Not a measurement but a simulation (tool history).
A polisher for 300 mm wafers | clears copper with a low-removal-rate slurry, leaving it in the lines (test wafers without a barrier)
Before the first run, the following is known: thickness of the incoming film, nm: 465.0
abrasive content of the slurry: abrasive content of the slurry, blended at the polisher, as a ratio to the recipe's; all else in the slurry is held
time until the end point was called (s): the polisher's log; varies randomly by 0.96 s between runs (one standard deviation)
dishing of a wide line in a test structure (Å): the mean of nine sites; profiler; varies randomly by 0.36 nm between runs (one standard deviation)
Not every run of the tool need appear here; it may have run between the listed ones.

| run | hour | flow of slurry (ml/min) | pressure of the wafer on the pad (kPa) | speed of the pad under the wafer (cm/s) | abrasive content of the slurry | overpolish time after the end point (s) | time until the end point was called (s) | dishing of a wide line in a test structure (Å) |
|---|---|---|---|---|---|---|---|---|
| 1 | 0 | 235 | 26.2 | 132 | 1 | 11 | 125.52 | 282.78 |
| 2 | 8.4 | 240 | 26.9 | 132 | 1 | 9 | 124.02 | 236.73 |
| 3 | 11.9 | 240 | 27.6 | 132 | 1 | 8 | 121.8 | 217.87 |
| 4 | 13.2 | 240 | 31.7 | 132 | 1 | 8 | 111.15 | 244.35 |
| 5 | 17.2 | 240 | 31.7 | 150 | 1 | 8 | 101.08 | 265.79 |
| 6 | 26.1 | 220 | 31.7 | 150 | 1 | 8 | 102.78 | 262.94 |

Run 7 comes next. What will it give?
| 7 | 34.5 | 220 | 31.7 | 150 | 1 | 8 | ? | ? |

time until the end point was called (s): 103.81
dishing of a wide line in a test structure (Å): 254.78
